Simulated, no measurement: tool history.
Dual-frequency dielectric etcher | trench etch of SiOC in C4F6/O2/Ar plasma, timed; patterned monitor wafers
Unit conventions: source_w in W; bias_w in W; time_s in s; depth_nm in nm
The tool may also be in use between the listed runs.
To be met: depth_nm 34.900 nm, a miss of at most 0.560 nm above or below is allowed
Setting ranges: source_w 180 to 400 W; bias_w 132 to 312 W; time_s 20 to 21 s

| run | hour | source_w | bias_w | time_s | depth_nm |
|---|---|---|---|---|---|
| 1 | 0.0 | 290 | 222 | 20 | 38.740 |
| 2 | 6.5 | 290 | 222 | 21 | 40.710 |
| 3 | 9.8 | 260 | 217 | 21 | 38.325 |
| 4 | 14.3 | 240 | 216 | 21 | 37.210 |
| 5 | 23.1 | 230 | 215 | 21 | 36.590 |
| 6 | 25.2 | 230 | 231 | 21 | 37.474 |
| 7 | 28.5 | 220 | 230 | 21 | 36.864 |
| 8 | 33.5 | 210 | 229 | 21 | 36.288 |

4 candidate next runs follow, results not yet known. Just one meets every target within its allowed miss. Identify it.
| A | 38.5 | 190 | 252 | 21 | ? |
| B | 38.5 | 240 | 228 | 21 | ? |
| C | 38.5 | 220 | 198 | 21 | ? |
| D | 38.5 | 230 | 229 | 21 | ? |

| move | depth_nm |
|---|---|
| A | 36.017 |
| B | 38.107 |
| C | 34.865 |
| D | 37.517 |
A: closer than the last run, but not yet in spec
B: misses by more than the last run did
C: meets every target
D: misses by more than the last run did
Go with C: it meets all targets.

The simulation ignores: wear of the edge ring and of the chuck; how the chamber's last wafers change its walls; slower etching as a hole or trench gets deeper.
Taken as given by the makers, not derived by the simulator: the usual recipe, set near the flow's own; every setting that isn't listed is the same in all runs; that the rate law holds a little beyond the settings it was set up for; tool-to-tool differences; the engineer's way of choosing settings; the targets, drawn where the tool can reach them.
